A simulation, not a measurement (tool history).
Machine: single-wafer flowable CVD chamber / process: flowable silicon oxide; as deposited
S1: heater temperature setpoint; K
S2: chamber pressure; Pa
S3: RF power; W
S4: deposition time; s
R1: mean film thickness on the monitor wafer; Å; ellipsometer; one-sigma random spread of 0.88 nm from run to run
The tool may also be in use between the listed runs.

run,hour,S1,S2,S3,S4,R1
1,0,373.15,95.3,2565,746,3506.7
2,2.8,373.15,95.3,2565,746,3493.7
3,8.5,373.15,107.7,2565,746,3952.2
4,12.6,373.15,107.7,2565,711,3745.5
5,15.6,376.15,107.6,2565,711,3418.2
6,18.5,376.15,107.6,2865,711,3426.7
7,26.5,379.15,107.6,2865,711,3143.8

Expected results for the next run?
8,34.5,381.15,107.6,2865,711,?

Run 8 yielded R1 2996.2 Å.
